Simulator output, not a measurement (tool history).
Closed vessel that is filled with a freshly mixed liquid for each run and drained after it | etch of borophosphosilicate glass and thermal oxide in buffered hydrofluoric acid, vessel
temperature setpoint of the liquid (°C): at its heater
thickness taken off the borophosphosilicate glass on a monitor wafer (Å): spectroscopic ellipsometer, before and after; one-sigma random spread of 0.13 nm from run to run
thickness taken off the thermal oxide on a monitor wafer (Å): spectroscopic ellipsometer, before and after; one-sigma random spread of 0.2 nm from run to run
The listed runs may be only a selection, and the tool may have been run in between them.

run    day  temperature setpoint of the liquid (°C)  parts of 40 % ammonium fluoride to one part of 49 % hydrofluoric acid (parts by volume)  time in the liquid (s)  thickness taken off the borophosphosilicate glass on a monitor wafer (Å)  thickness taken off the thermal oxide on a monitor wafer (Å)
  1      0                                       23                                                                                       24                      60                                                                    362.29                                                        283.73
  2  0.196                                       25                                                                                       24                      60                                                                    403.32                                                        317.16
  3  0.429                                       25                                                                                       24                      50                                                                    339.39                                                        267.54
  4  0.729                                       25                                                                                     20.5                      50                                                                    373.84                                                        296.48
  5  1.058                                       22                                                                                     20.5                      50                                                                    320.85                                                        250.32
  6  1.421                                       22                                                                                       26                      50                                                                    270.54                                                        213.23
  7  1.575                                       23                                                                                       26                      50                                                                    286.68                                                        225.13

Forecast run 8:
  8  1.771                                       24                                                                                       26                      50                                                                         ?                                                             ?

thickness taken off the borophosphosilicate glass on a monitor wafer (Å): 302.41
thickness taken off the thermal oxide on a monitor wafer (Å): 234.74
